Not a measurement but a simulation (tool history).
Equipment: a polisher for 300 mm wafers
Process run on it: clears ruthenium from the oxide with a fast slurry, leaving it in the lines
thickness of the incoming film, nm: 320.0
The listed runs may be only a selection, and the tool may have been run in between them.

run  hour  flow of slurry (ml/min)  pressure of the wafer on the pad (kPa)  speed of the pad under the wafer (m/s)  abrasive content of the slurry  overpolish time after the end point (s)  time until the end point was called (s)  dishing of a wide line in a test structure (angstrom)
  1   0.0                      165                                    17.2                                    1.06                             1.0                                       20                                   71.265                                                 803.89
  2   6.0                      170                                    15.9                                    1.06                             1.0                                       17                                   77.204                                                 645.21
  3  12.9                      145                                    15.9                                    1.06                             1.0                                       17                                   79.535                                                 637.88
  4  16.0                      145                                    15.9                                    0.86                             1.0                                       17                                   97.827                                                 523.04
  5  20.9                      150                                    15.9                                    0.86                             1.0                                       15                                   94.689                                                 467.38
  6  28.0                      150                                    15.9                                    0.86                             1.0                                       22                                   96.785                                                 666.24
  7  36.7                      160                                    15.2                                    0.86                             1.0                                       19                                   98.069                                                 578.66

Run 8, settings as shown, results not yet in. Your forecast:
  8  39.0                      160                                    15.2                                    0.84                             1.0                                       17                                        ?                                                      ?

Run 8 gave time until the end point was called (s) 101.600, dishing of a wide line in a test structure (angstrom) 516.61.
